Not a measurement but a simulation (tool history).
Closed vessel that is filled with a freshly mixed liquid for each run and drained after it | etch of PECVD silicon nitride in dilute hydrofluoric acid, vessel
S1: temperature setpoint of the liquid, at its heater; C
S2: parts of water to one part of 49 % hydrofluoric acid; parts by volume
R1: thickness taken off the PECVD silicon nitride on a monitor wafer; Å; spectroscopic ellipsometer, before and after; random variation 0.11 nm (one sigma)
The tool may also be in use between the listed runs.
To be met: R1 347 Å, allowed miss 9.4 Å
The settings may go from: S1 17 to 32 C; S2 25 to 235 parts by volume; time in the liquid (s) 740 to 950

{"run": 1, "hour": 0.0, "S1": 24, "S2": 130, "time in the liquid (s)": 950, "R1": 105.33}
{"run": 2, "hour": 7.7, "S1": 24, "S2": 130, "time in the liquid (s)": 950, "R1": 105.08}
{"run": 3, "hour": 10.4, "S1": 24, "S2": 170, "time in the liquid (s)": 950, "R1": 80.499}
{"run": 4, "hour": 13.3, "S1": 26.5, "S2": 125, "time in the liquid (s)": 950, "R1": 129}
{"run": 5, "hour": 19.5, "S1": 28.5, "S2": 95, "time in the liquid (s)": 950, "R1": 192.26}
{"run": 6, "hour": 22.6, "S1": 28.5, "S2": 140, "time in the liquid (s)": 950, "R1": 130.76}
{"run": 7, "hour": 30.7, "S1": 29.5, "S2": 110, "time in the liquid (s)": 950, "R1": 178.01}
{"run": 8, "hour": 34.4, "S1": 30.5, "S2": 90, "time in the liquid (s)": 950, "R1": 230.87}
{"run": 9, "hour": 37.2, "S1": 31, "S2": 80, "time in the liquid (s)": 950, "R1": 268.24}
{"run": 10, "hour": 42.6, "S1": 31.5, "S2": 75, "time in the liquid (s)": 950, "R1": 294.86}
{"run": 11, "hour": 48.1, "S1": 31.5, "S2": 70, "time in the liquid (s)": 950, "R1": 316.26}
{"run": 12, "hour": 50.7, "S1": 32, "S2": 60, "time in the liquid (s)": 950, "R1": 382.87}
{"run": 13, "hour": 54.8, "S1": 31.5, "S2": 60, "time in the liquid (s)": 950, "R1": 369.57}
{"run": 14, "hour": 64.1, "S1": 31, "S2": 60, "time in the liquid (s)": 950, "R1": 357.99}
{"hour": 66.4, "done": "thermometer replaced"}
{"run": 15, "hour": 66.4, "S1": 30.5, "S2": 60, "time in the liquid (s)": 950, "R1": 374.94}

Which of these 4 next moves meets every target?
{"run": "A", "hour": 68.7, "S1": 31.5, "S2": 65, "time in the liquid (s)": 830, "R1": "?"}
{"run": "B", "hour": 68.7, "S1": 28.5, "S2": 60, "time in the liquid (s)": 945, "R1": "?"}
{"run": "C", "hour": 68.7, "S1": 31, "S2": 60, "time in the liquid (s)": 935, "R1": "?"}
{"run": "D", "hour": 68.7, "S1": 28, "S2": 50, "time in the liquid (s)": 870, "R1": "?"}

move=A R1=323.19
move=B R1=328.82
move=C R1=382.03
move=D R1=350.87
A: takes the result that was furthest off past its target
B: takes the result that was furthest off past its target
C: further off than the last run
D: meets every target
The right move is D.

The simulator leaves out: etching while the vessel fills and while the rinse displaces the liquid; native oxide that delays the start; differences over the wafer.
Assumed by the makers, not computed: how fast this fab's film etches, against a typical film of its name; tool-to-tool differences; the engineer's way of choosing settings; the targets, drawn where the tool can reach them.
